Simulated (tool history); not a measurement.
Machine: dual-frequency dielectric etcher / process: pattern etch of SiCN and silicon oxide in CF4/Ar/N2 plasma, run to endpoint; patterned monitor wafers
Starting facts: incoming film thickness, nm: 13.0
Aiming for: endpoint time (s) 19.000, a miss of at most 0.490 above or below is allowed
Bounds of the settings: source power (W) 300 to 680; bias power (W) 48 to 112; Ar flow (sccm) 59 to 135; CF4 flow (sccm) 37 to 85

| run | hour | source power (W) | bias power (W) | Ar flow (sccm) | CF4 flow (sccm) | endpoint time (s) |
|---|---|---|---|---|---|---|
| 1 | 0.0 | 490 | 80 | 97 | 61 | 15.132 |
| 2 | 6.7 | 490 | 74 | 97 | 61 | 15.746 |
| 3 | 11.3 | 470 | 74 | 97 | 61 | 16.499 |
| 4 | 16.9 | 470 | 82 | 97 | 61 | 16.003 |
| 5 | 17.5 | 460 | 82 | 97 | 61 | 16.326 |
| 6 | 23.9 | 460 | 92 | 97 | 61 | 15.374 |
| 7 | 28.9 | 440 | 92 | 97 | 61 | 15.864 |
| 8 | 37.6 | 420 | 92 | 97 | 61 | 16.524 |
| 9 | 40.4 | 410 | 92 | 97 | 61 | 17.138 |
| 10 | 42.6 | 350 | 91 | 97 | 61 | 19.913 |

Next run, 4 choices. One meets every target within its allowed miss, the rest don't. Which?
| A | 44.8 | 390 | 80 | 87 | 53 | ? |
| B | 44.8 | 380 | 96 | 91 | 62 | ? |
| C | 44.8 | 320 | 88 | 78 | 67 | ? |
| D | 44.8 | 380 | 92 | 86 | 60 | ? |

| move | endpoint time (s) |
|---|---|
| A | 19.025 |
| B | 17.708 |
| C | 21.140 |
| D | 17.985 |
A: every result lands within tolerance
B: takes the result that was furthest off past its target
C: its largest miss is bigger than the last run's
D: takes the result that was furthest off past its target
So the answer is move A, the one that meets all the targets.

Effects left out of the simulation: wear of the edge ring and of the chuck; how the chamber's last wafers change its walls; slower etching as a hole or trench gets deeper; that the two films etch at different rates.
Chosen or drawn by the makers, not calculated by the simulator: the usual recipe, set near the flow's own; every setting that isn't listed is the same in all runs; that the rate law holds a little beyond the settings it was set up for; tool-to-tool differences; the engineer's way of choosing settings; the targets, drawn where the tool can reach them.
